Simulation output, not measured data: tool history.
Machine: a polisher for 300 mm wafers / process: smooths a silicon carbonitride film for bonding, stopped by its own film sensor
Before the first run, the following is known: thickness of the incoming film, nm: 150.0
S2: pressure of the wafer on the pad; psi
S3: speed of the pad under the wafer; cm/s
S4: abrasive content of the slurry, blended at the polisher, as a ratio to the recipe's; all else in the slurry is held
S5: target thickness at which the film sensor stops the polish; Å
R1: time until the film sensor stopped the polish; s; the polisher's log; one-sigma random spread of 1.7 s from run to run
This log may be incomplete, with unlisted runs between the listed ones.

Run 1, hour 0: flow of slurry (ml/min) 295, S2 1.5 psi, S3 80 cm/s, S4 1, S5 1360 Å. Result: R1 104.93 s.
Run 2, hour 4.6: flow of slurry (ml/min) 295, S2 1.4 psi, S3 80 cm/s, S4 1, S5 1360 Å. Result: R1 113.23 s.
Run 3, hour 9.9: flow of slurry (ml/min) 295, S2 1.4 psi, S3 80 cm/s, S4 0.8, S5 1360 Å. Result: R1 125.99 s.
Run 4, hour 14: flow of slurry (ml/min) 295, S2 1.4 psi, S3 80 cm/s, S4 0.8, S5 1370 Å. Result: R1 117.87 s.
Run 5, hour 19.9: flow of slurry (ml/min) 295, S2 1.4 psi, S3 80 cm/s, S4 1, S5 1370 Å. Result: R1 104.97 s.
Run 6, hour 21.3: flow of slurry (ml/min) 295, S2 1.3 psi, S3 80 cm/s, S4 1, S5 1370 Å. Result: R1 112.9 s.
Run 7, hour 24.7: flow of slurry (ml/min) 295, S2 1.2 psi, S3 80 cm/s, S4 1, S5 1370 Å. Result: R1 120 s.

For run 8, what comes out?
Run 8, hour 28.1: flow of slurry (ml/min) 295, S2 0.9 psi, S3 78 cm/s, S4 1, S5 1370 Å. Result: R1 ?.

{"run 8": {"R1": 158.08}}
